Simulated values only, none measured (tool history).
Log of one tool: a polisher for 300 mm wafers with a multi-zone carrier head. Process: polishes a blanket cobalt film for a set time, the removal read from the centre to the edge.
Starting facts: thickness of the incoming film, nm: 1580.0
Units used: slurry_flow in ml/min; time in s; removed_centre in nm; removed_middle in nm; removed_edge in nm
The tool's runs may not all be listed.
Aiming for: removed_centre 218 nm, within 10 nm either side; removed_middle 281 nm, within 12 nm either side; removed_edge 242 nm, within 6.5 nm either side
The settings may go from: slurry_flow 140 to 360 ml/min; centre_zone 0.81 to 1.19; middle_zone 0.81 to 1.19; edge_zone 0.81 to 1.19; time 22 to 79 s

run,hour,slurry_flow,centre_zone,middle_zone,edge_zone,time,removed_centre,removed_middle,removed_edge
1,0,230,1,1,1,50,346.8,367.39,345.46
2,6.4,230,1,1.04,1,50,344.73,376.88,344.39
3,14.5,230,1,1.09,1,50,340.6,388.07,349.02
4,17.4,225,0.97,1.08,0.97,47,315.84,359.03,316.44
5,22.4,215,0.94,1.08,0.97,45,295.99,341.32,302.2
6,26.2,215,0.94,1.12,0.97,45,301.54,350.93,301.7
7,33.2,225,0.91,1.13,0.98,42,276.19,328.8,281.81
8,37.7,220,0.89,1.14,0.99,41,262.39,337.8,279.92
9,41.1,215,0.88,1.12,0.98,40,247.72,320.01,271.78
10,42.8,215,0.88,1.12,0.98,40,252.53,315.72,271.9
11,46.7,210,0.87,1.12,0.97,39,242.34,304.55,261.92
12,52.4,205,0.86,1.12,0.96,39,235.45,309.95,261.42
13,59.7,205,0.86,1.11,0.94,39,240.85,297.73,257.77
14,60.8,200,0.85,1.11,0.94,39,238.09,292.08,255.94
15,68.2,195,0.84,1.12,0.94,39,234.99,300.39,257.34
16,70.5,195,0.83,1.12,0.94,39,226.7,306.99,256.2
17,73.8,190,0.83,1.11,0.93,39,228.65,295.63,253.61
18,79.8,185,0.83,1.11,0.92,39,228.06,295.21,253.38
19,85.1,185,0.83,1.11,0.91,39,229.06,298.81,249.96

Of the 5 settings listed for the next run, only one would bring every result within its allowed miss of target. Which one?
A,90.4,155,0.99,1.16,0.86,37,?,?,?
B,90.4,225,0.93,0.95,0.93,36,?,?,?
C,90.4,240,0.81,1.09,0.93,36,?,?,?
D,90.4,250,0.99,0.96,0.94,36,?,?,?
E,90.4,350,0.88,1.17,0.92,33,?,?,?

move,removed_centre,removed_middle,removed_edge
A,233.67,284.32,226.18
B,234.64,249.76,240.39
C,216.69,283.22,241.56
D,248.69,255.52,244.17
E,219.36,287.35,227.07
A: puts the biggest miss on target and leaves a different result outside tolerance
B: pushes the last run's worst result past its target
C: all results in spec
D: pushes the last run's worst result past its target
E: puts the biggest miss on target and leaves a different result outside tolerance
Move C is the one to make.

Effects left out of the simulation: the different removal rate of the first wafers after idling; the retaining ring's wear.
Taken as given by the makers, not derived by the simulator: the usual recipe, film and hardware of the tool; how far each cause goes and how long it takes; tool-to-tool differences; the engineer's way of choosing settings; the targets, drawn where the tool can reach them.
